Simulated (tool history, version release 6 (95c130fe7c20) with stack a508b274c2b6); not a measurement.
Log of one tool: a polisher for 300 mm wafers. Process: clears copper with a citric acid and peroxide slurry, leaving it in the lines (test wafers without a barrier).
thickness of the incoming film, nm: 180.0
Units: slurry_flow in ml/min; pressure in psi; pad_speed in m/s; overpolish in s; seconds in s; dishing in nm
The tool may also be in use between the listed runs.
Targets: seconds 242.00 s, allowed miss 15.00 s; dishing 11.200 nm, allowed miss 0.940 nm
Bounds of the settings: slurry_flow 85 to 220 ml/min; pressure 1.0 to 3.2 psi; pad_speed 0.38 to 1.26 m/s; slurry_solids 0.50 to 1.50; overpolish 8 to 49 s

| run | hour | slurry_flow | pressure | pad_speed | slurry_solids | overpolish | seconds | dishing |
|---|---|---|---|---|---|---|---|---|
| 1 | 0.0 | 140 | 2.1 | 0.82 | 1.00 | 25 | 144.70 | 23.930 |
| 2 | 7.7 | 140 | 1.8 | 0.80 | 1.00 | 22 | 157.14 | 19.918 |
| 3 | 16.0 | 140 | 1.6 | 0.74 | 1.00 | 20 | 184.09 | 16.163 |
| 4 | 24.0 | 140 | 1.6 | 0.86 | 1.00 | 20 | 158.66 | 18.401 |
| 5 | 32.7 | 140 | 1.6 | 0.86 | 1.00 | 16 | 158.25 | 14.880 |
| 6 | 37.9 | 140 | 1.6 | 0.86 | 1.00 | 11 | 160.18 | 10.692 |
| 7 | 45.4 | 135 | 1.4 | 0.80 | 1.00 | 13 | 190.90 | 10.413 |
| 8 | 48.1 | 135 | 1.4 | 0.80 | 1.00 | 13 | 184.51 | 10.781 |
| 9 | 52.9 | 130 | 1.3 | 0.76 | 1.00 | 15 | 203.02 | 10.988 |
| 10 | 59.2 | 125 | 1.2 | 0.74 | 1.00 | 16 | 218.18 | 11.331 |

Which of these 4 next moves meets every target?
| A | 65.5 | 150 | 1.7 | 0.64 | 1.15 | 14 | ? | ? |
| B | 65.5 | 140 | 1.1 | 0.60 | 0.90 | 21 | ? | ? |
| C | 65.5 | 115 | 1.0 | 0.96 | 0.95 | 14 | ? | ? |
| D | 65.5 | 130 | 1.1 | 0.74 | 0.70 | 18 | ? | ? |

| move | seconds | dishing |
|---|---|---|
| A | 196.93 | 11.054 |
| B | 274.38 | 11.802 |
| C | 190.74 | 11.317 |
| D | 237.26 | 11.696 |
A: further off than the last run
B: takes the result that was furthest off past its target
C: further off than the last run
D: meets every target
Move D is the one to make.
